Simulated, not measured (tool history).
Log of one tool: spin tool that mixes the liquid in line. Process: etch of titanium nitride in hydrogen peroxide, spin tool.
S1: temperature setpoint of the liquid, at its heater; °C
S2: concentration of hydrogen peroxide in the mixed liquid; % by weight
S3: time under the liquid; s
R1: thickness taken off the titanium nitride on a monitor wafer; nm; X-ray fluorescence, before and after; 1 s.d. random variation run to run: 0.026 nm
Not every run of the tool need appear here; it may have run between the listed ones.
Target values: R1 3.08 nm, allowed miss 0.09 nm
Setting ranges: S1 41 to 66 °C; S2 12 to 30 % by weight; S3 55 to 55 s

{"run": 1, "hour": 0.0, "S1": 57, "S2": 23, "S3": 55, "R1": 7.1045}
{"run": 2, "hour": 3.4, "S1": 55.5, "S2": 23, "S3": 55, "R1": 6.373}
{"run": 3, "hour": 9.4, "S1": 55.5, "S2": 26, "S3": 55, "R1": 6.5302}
{"run": 4, "hour": 13.5, "S1": 54.5, "S2": 26, "S3": 55, "R1": 6.0494}
{"run": 5, "hour": 18.3, "S1": 53.5, "S2": 26, "S3": 55, "R1": 5.7168}
{"run": 6, "hour": 26.6, "S1": 53.5, "S2": 29, "S3": 55, "R1": 5.91}
{"run": 7, "hour": 30.5, "S1": 52.5, "S2": 29, "S3": 55, "R1": 5.4312}
{"run": 8, "hour": 34.7, "S1": 51.5, "S2": 29, "S3": 55, "R1": 5.0555}
{"run": 9, "hour": 41.7, "S1": 50.5, "S2": 29, "S3": 55, "R1": 4.7726}
{"run": 10, "hour": 43.6, "S1": 50, "S2": 29, "S3": 55, "R1": 4.51}
{"run": 11, "hour": 49.7, "S1": 49.5, "S2": 29, "S3": 55, "R1": 4.3689}
{"run": 12, "hour": 53.0, "S1": 49, "S2": 29, "S3": 55, "R1": 4.1823}
{"run": 13, "hour": 56.3, "S1": 44, "S2": 29, "S3": 55, "R1": 2.9233}

Which one of the following 5 next-run settings gets every result inside its allowed miss? There is exactly one.
{"run": "A", "hour": 59.6, "S1": 46.5, "S2": 22.5, "S3": 55, "R1": "?"}
{"run": "B", "hour": 59.6, "S1": 42.5, "S2": 29, "S3": 55, "R1": "?"}
{"run": "C", "hour": 59.6, "S1": 44, "S2": 30, "S3": 55, "R1": "?"}
{"run": "D", "hour": 59.6, "S1": 44, "S2": 27.5, "S3": 55, "R1": "?"}
{"run": "E", "hour": 59.6, "S1": 45, "S2": 28, "S3": 55, "R1": "?"}

move=A R1=3.2656
move=B R1=2.5597
move=C R1=2.8877
move=D R1=2.8326
move=E R1=3.0646
A: takes the biggest miss from the last run beyond its target
B: further off than the last run
C: further off than the last run
D: further off than the last run
E: meets every target
E meets every target.
